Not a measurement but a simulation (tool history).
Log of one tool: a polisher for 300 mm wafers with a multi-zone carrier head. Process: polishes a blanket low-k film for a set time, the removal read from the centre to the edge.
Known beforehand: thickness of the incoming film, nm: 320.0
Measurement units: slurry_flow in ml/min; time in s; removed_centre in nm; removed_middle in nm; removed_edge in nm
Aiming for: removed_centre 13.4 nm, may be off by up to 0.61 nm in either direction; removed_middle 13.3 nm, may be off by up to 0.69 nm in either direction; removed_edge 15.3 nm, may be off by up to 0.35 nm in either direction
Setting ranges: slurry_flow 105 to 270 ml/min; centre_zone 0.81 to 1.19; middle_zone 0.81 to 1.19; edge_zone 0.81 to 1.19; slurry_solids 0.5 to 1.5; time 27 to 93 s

run 1 hour=0 | slurry_flow=175 centre_zone=1 middle_zone=1 edge_zone=1 slurry_solids=1 time=59 | removed_centre=15.618 removed_middle=16.871 removed_edge=16.279
run 2 hour=3.3 | slurry_flow=175 centre_zone=1 middle_zone=1 edge_zone=1 slurry_solids=0.85 time=59 | removed_centre=14.037 removed_middle=14.414 removed_edge=14.338
run 3 hour=6.4 | slurry_flow=175 centre_zone=0.99 middle_zone=0.99 edge_zone=1.01 slurry_solids=0.85 time=59 | removed_centre=13.911 removed_middle=14.861 removed_edge=14.425
run 4 hour=10.9 | slurry_flow=175 centre_zone=0.99 middle_zone=0.99 edge_zone=1.01 slurry_solids=1 time=59 | removed_centre=15.92 removed_middle=16.604 removed_edge=16.379
run 5 hour=16.8 | slurry_flow=150 centre_zone=0.99 middle_zone=0.99 edge_zone=1.01 slurry_solids=1 time=59 | removed_centre=15.329 removed_middle=16.127 removed_edge=15.952
run 6 hour=18.5 | slurry_flow=150 centre_zone=1.04 middle_zone=0.99 edge_zone=1.01 slurry_solids=1 time=59 | removed_centre=15.842 removed_middle=16.458 removed_edge=15.975
run 7 hour=23.7 | slurry_flow=145 centre_zone=1.02 middle_zone=0.97 edge_zone=1.01 slurry_solids=1 time=59 | removed_centre=15.67 removed_middle=15.428 removed_edge=15.919
run 8 hour=25.8 | slurry_flow=140 centre_zone=1 middle_zone=0.96 edge_zone=1.01 slurry_solids=1 time=59 | removed_centre=15.037 removed_middle=15.318 removed_edge=15.763
run 9 hour=26.5 | slurry_flow=135 centre_zone=0.99 middle_zone=0.95 edge_zone=1.01 slurry_solids=1 time=59 | removed_centre=14.87 removed_middle=14.878 removed_edge=15.829
run 10 hour=30.4 | slurry_flow=115 centre_zone=0.91 middle_zone=0.88 edge_zone=0.98 slurry_solids=0.95 time=59 | removed_centre=12.56 removed_middle=13.212 removed_edge=14.599
run 11 hour=35.5 | slurry_flow=120 centre_zone=0.91 middle_zone=0.88 edge_zone=0.99 slurry_solids=0.95 time=59 | removed_centre=12.648 removed_middle=13.129 removed_edge=14.66
run 12 hour=36.6 | slurry_flow=120 centre_zone=0.91 middle_zone=0.88 edge_zone=1 slurry_solids=0.95 time=59 | removed_centre=12.529 removed_middle=13.481 removed_edge=14.926
run 13 hour=37.3 | slurry_flow=120 centre_zone=0.92 middle_zone=0.88 edge_zone=1 slurry_solids=0.95 time=59 | removed_centre=12.712 removed_middle=13.312 removed_edge=14.983
run 14 hour=42.8 | slurry_flow=120 centre_zone=0.92 middle_zone=0.88 edge_zone=1 slurry_solids=0.95 time=59 | removed_centre=12.942 removed_middle=13.264 removed_edge=14.754
run 15 hour=49.4 | slurry_flow=120 centre_zone=0.92 middle_zone=0.88 edge_zone=1.01 slurry_solids=0.95 time=59 | removed_centre=12.912 removed_middle=13.332 removed_edge=14.919

Which of these 5 next moves meets every target?
run A hour=56 | slurry_flow=105 centre_zone=0.97 middle_zone=0.88 edge_zone=1.05 slurry_solids=1.25 time=52 | removed_centre=? removed_middle=? removed_edge=?
run B hour=56 | slurry_flow=115 centre_zone=0.87 middle_zone=0.81 edge_zone=1 slurry_solids=1.2 time=56 | removed_centre=? removed_middle=? removed_edge=?
run C hour=56 | slurry_flow=105 centre_zone=0.96 middle_zone=0.81 edge_zone=1.15 slurry_solids=0.95 time=59 | removed_centre=? removed_middle=? removed_edge=?
run D hour=56 | slurry_flow=130 centre_zone=1.03 middle_zone=0.9 edge_zone=0.97 slurry_solids=1 time=56 | removed_centre=? removed_middle=? removed_edge=?
run E hour=56 | slurry_flow=110 centre_zone=1.02 middle_zone=0.95 edge_zone=1.03 slurry_solids=1.1 time=60 | removed_centre=? removed_middle=? removed_edge=?

move=A removed_centre=13.609 removed_middle=13.355 removed_edge=15.295
move=B removed_centre=13.334 removed_middle=13.542 removed_edge=16.143
move=C removed_centre=12.909 removed_middle=11.96 removed_edge=15.232
move=D removed_centre=14.632 removed_middle=13.664 removed_edge=14.605
move=E removed_centre=15.635 removed_middle=15.523 removed_edge=16.462
A: all results land within tolerance of their targets
B: moves the result that the last run missed by most past its target, out the other side
C: gets the furthest-off result to its target, but another result is out of tolerance
D: its largest miss is bigger than the last run's
E: moves the result that the last run missed by most past its target, out the other side
Go with A: it meets all targets.
